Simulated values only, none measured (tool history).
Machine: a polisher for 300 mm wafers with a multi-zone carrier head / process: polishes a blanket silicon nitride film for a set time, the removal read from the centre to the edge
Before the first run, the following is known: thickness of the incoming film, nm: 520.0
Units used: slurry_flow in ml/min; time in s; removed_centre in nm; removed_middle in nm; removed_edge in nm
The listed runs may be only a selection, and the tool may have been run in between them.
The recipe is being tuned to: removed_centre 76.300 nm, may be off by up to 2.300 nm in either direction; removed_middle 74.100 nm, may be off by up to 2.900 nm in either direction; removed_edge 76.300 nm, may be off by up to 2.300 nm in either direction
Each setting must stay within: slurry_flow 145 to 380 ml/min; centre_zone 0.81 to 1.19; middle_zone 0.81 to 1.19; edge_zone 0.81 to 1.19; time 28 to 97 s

| run | day | slurry_flow | centre_zone | middle_zone | edge_zone | time | removed_centre | removed_middle | removed_edge |
|---|---|---|---|---|---|---|---|---|---|
| 1 | 0.000 | 245 | 1.00 | 1.00 | 1.00 | 62 | 108.660 | 108.840 | 109.130 |
| 2 | 0.167 | 240 | 0.98 | 0.97 | 0.96 | 56 | 96.467 | 97.237 | 95.589 |
| 3 | 0.338 | 240 | 0.98 | 0.97 | 0.96 | 64 | 109.740 | 109.650 | 109.870 |
| 4 | 0.700 | 230 | 0.96 | 0.93 | 0.93 | 58 | 97.771 | 96.642 | 96.725 |
| 5 | 0.871 | 230 | 0.96 | 0.93 | 0.93 | 53 | 88.638 | 87.054 | 89.143 |
| 6 | 0.904 | 230 | 0.96 | 0.89 | 0.93 | 53 | 88.556 | 85.019 | 88.788 |
| 7 | 1.150 | 220 | 0.94 | 0.87 | 0.90 | 51 | 82.627 | 79.589 | 83.328 |
| 8 | 1.262 | 210 | 0.93 | 0.86 | 0.87 | 51 | 81.533 | 78.308 | 83.844 |
| 9 | 1.608 | 220 | 0.93 | 0.87 | 0.86 | 49 | 79.068 | 76.913 | 79.327 |
| 10 | 1.679 | 215 | 0.93 | 0.86 | 0.85 | 49 | 78.919 | 75.560 | 79.022 |
| 11 | 1.946 | 215 | 0.93 | 0.86 | 0.85 | 49 | 79.133 | 76.022 | 77.768 |

Which of these 5 next moves meets every target?
| A | 2.212 | 220 | 0.92 | 0.86 | 0.83 | 48 | ? | ? | ? |
| B | 2.212 | 190 | 0.95 | 0.85 | 0.83 | 50 | ? | ? | ? |
| C | 2.212 | 240 | 0.96 | 0.84 | 0.94 | 49 | ? | ? | ? |
| D | 2.212 | 205 | 0.88 | 0.90 | 0.84 | 50 | ? | ? | ? |
| E | 2.212 | 260 | 1.00 | 0.87 | 0.81 | 48 | ? | ? | ? |

| move | removed_centre | removed_middle | removed_edge |
|---|---|---|---|
| A | 76.726 | 75.585 | 77.246 |
| B | 80.381 | 76.261 | 79.060 |
| C | 82.872 | 76.860 | 83.811 |
| D | 75.511 | 80.340 | 80.158 |
| E | 85.571 | 77.887 | 77.803 |
A: all results in spec
B: its largest miss is bigger than the last run's
C: its largest miss is bigger than the last run's
D: gets the furthest-off result to its target, but another result is out of tolerance
E: its largest miss is bigger than the last run's
A is the move that brings every result within its allowed miss.
